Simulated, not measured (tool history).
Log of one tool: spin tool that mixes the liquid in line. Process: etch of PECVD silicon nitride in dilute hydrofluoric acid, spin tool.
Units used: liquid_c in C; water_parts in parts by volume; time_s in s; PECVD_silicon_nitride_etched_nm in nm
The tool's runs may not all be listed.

run	day	liquid_c	water_parts	time_s	PECVD_silicon_nitride_etched_nm
1	0.000	22.0	230	65	1.0728
2	0.246	22.0	230	65	1.0590
3	0.433	22.0	230	65	1.0428
4	0.600	24.5	190	65	1.4799
5	0.892	24.5	190	65	1.4946
6	1.179	26.0	165	65	1.8901

Run 7, settings as shown, results not yet in. Your forecast:
# day 1.496: thermometer replaced
7	1.496	27.0	155	65	?

Run 7 gave PECVD_silicon_nitride_etched_nm 1.8703 nm.

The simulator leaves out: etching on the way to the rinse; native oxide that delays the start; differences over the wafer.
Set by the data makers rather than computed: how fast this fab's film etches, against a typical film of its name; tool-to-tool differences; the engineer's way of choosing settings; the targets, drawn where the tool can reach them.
